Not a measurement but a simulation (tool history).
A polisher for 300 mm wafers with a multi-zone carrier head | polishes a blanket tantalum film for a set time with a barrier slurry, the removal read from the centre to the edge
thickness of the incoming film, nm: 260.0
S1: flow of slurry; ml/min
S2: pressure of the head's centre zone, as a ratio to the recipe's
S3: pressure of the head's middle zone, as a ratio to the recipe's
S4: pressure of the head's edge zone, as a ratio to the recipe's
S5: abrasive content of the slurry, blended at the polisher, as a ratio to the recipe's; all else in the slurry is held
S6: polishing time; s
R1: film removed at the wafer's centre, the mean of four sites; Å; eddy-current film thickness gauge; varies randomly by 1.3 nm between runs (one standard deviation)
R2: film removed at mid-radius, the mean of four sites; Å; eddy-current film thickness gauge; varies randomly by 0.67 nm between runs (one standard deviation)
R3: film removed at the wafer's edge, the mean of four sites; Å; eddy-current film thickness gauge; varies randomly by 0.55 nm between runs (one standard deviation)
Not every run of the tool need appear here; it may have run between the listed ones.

| run | day | S1 | S2 | S3 | S4 | S5 | S6 | R1 | R2 | R3 |
|---|---|---|---|---|---|---|---|---|---|---|
| 1 | 0 | 245 | 1 | 1 | 1 | 1 | 51 | 687.05 | 738.38 | 737.43 |
| 2 | 0.179 | 255 | 1.02 | 1.02 | 1.02 | 1.05 | 51 | 734.62 | 770.38 | 756.59 |
| 3 | 0.4 | 295 | 1.02 | 1.02 | 1.02 | 1.05 | 51 | 736.95 | 780.4 | 758.42 |
| 4 | 0.517 | 295 | 0.99 | 1.02 | 1.02 | 1.05 | 51 | 712.54 | 767.58 | 763.24 |
| 5 | 0.879 | 295 | 1 | 1.04 | 1.03 | 1.1 | 51 | 720.57 | 807.98 | 777.79 |
| 6 | 1.017 | 295 | 1 | 1.04 | 1.09 | 1.1 | 51 | 742.65 | 798.69 | 796.08 |
| 7 | 1.054 | 295 | 1.01 | 1.05 | 1.1 | 1.15 | 51 | 760.63 | 815.48 | 808.72 |

What will run 8 give?
|  | 1.408 | centre zone pressure recalibrated |
| 8 | 1.408 | 295 | 1.02 | 1.06 | 1.11 | 1.2 | 51 | ? | ? | ? |

R1: 794.26 Å
R2: 835.46 Å
R3: 829.43 Å
